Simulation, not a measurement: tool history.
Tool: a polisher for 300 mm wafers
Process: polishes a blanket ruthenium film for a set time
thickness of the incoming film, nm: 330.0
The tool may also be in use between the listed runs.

run,day,flow of slurry (ml/min),pressure of the wafer on the pad (psi),speed of the pad under the wafer (m/s),polishing time (s),film removed (angstrom)
1,0,295,1.6,0.8,21,127.01
2,0.146,335,1.6,0.8,21,124.38
3,0.454,335,1.9,0.82,21,149.2
4,0.6,335,1.9,0.82,19,136.02
5,0.796,335,1.9,0.82,19,133.45
6,0.871,335,2.1,0.9,19,159.95
7,0.962,335,2.6,1.06,19,219.07

The next listed run, before its measurement:
8,1.146,335,2.6,1.1,19,?

Run 8 gave film removed (angstrom) 235.59.
